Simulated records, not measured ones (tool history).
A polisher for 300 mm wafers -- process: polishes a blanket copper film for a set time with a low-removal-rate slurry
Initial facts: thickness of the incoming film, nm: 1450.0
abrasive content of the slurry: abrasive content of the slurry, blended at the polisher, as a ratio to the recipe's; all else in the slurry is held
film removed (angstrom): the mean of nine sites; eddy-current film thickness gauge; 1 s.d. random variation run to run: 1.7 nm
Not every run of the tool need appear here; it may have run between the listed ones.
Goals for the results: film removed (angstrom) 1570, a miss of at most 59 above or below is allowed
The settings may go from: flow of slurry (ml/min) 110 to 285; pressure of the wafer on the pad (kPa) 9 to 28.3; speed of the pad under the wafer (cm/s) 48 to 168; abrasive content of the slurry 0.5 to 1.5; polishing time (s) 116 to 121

| run | hour | flow of slurry (ml/min) | pressure of the wafer on the pad (kPa) | speed of the pad under the wafer (cm/s) | abrasive content of the slurry | polishing time (s) | film removed (angstrom) |
|---|---|---|---|---|---|---|---|
| 1 | 0 | 180 | 18.6 | 108 | 1 | 116 | 3221.1 |
| 2 | 5 | 180 | 18.6 | 90 | 1 | 116 | 2731.6 |
| 3 | 8.5 | 225 | 18.6 | 90 | 1 | 116 | 2797 |
| 4 | 12.3 | 225 | 18.6 | 90 | 0.9 | 116 | 2735 |
| 5 | 21.2 | 225 | 18.6 | 90 | 0.9 | 116 | 2751.3 |
| 6 | 24.2 | 225 | 17.2 | 90 | 0.9 | 116 | 2573.6 |
| 7 | 29.3 | 225 | 17.2 | 90 | 0.9 | 116 | 2554.7 |
| 8 | 30.7 | 225 | 16.5 | 90 | 0.9 | 116 | 2418.5 |
| 9 | 35.8 | 225 | 15.9 | 90 | 0.9 | 116 | 2335.8 |

Next run, 5 choices. One meets every target within its allowed miss, the rest don't. Which?
| A | 40.9 | 225 | 13.8 | 72 | 0.9 | 116 | ? |
| B | 40.9 | 225 | 13.8 | 68 | 1 | 116 | ? |
| C | 40.9 | 260 | 12.4 | 64 | 0.9 | 116 | ? |
| D | 40.9 | 275 | 14.5 | 78 | 0.65 | 116 | ? |
| E | 40.9 | 250 | 11.7 | 76 | 0.95 | 116 | ? |

| move | film removed (angstrom) |
|---|---|
| A | 1717.1 |
| B | 1677 |
| C | 1437.3 |
| D | 1831.2 |
| E | 1577.9 |
A: an improvement on the last run, though not all results are within tolerance
B: an improvement on the last run, though not all results are within tolerance
C: takes the result that was furthest off past its target
D: an improvement on the last run, though not all results are within tolerance
E: in spec on every target
Correct choice: E, which meets every target
